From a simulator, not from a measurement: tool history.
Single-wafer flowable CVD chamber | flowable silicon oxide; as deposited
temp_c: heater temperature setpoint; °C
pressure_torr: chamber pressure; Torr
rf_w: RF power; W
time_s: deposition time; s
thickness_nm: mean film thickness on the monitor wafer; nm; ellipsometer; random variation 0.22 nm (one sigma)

run	hour	temp_c	pressure_torr	rf_w	time_s	thickness_nm
1	0.0	100	0.578	2270	312	120.38
2	4.7	101	0.578	2270	312	117.01
3	8.8	95	0.578	2270	312	141.03
4	9.8	95	0.578	2270	322	145.02
5	11.9	97	0.578	2270	322	136.95
6	20.9	88	0.578	2270	322	180.11
7	28.7	91	0.577	2270	322	164.93

The next listed run, before its measurement:
8	36.4	103	0.572	2270	322	?

Run 8 gave thickness_nm 112.05 nm.
